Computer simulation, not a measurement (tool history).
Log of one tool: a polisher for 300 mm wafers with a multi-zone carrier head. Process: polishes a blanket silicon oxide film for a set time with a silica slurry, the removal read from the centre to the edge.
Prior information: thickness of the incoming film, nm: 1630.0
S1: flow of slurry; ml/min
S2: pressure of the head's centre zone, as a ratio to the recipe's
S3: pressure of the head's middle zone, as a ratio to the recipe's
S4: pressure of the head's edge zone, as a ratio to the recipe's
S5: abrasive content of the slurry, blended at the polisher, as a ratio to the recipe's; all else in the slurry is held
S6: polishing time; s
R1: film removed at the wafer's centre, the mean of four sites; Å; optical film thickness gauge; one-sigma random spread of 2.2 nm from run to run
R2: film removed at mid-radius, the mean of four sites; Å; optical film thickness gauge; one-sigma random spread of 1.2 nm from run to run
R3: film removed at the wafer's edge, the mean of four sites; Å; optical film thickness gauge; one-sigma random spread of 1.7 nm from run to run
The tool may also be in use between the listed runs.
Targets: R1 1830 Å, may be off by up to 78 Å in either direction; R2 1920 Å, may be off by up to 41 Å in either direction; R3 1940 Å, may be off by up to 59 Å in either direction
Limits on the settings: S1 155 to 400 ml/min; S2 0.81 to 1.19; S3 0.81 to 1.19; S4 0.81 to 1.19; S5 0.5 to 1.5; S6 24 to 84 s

run,hour,S1,S2,S3,S4,S5,S6,R1,R2,R3
1,0,255,1,1,1,1,54,2377.6,2327.7,2471.9
2,3.7,250,0.97,0.99,0.95,0.9,54,2129.5,2201.1,2262
3,6.4,250,0.97,0.99,1.03,0.9,54,2144.5,2197.6,2352.3
4,12.9,240,0.96,0.97,0.97,0.85,54,2096.2,2110.2,2267.4
5,20.5,245,0.95,0.97,0.94,0.8,54,2017,2043.8,2168
6,25.8,245,0.94,0.97,0.91,0.75,54,1905.7,1976.7,2050.8
7,28.2,245,0.94,0.97,0.91,0.75,54,1885.7,1984.7,2036.7
8,33.1,240,0.94,0.96,0.89,0.75,54,1881.9,1941.6,2034

Below are 5 possible settings for the next run. Only one of them brings all results inside the allowed miss of their targets. Which is it?
A,38,215,0.81,0.88,0.88,0.8,57,?,?,?
B,38,225,0.93,0.98,0.87,0.6,60,?,?,?
C,38,200,0.9,0.96,0.96,1,48,?,?,?
D,38,290,0.88,1.02,0.88,0.8,50,?,?,?
E,38,215,0.94,0.89,0.89,0.65,62,?,?,?

move,R1,R2,R3
A,1748.2,1999.5,2162.8
B,1789.3,1913.1,1910.2
C,1822.4,1988.6,2104.6
D,1723.2,1998,1936
E,1955.5,1938.1,2091.2
A: misses by more than the last run did
B: meets every target
C: misses by more than the last run did
D: the worst result of the last run now meets its target, but another is out of spec
E: misses by more than the last run did
Move B is the one to make.
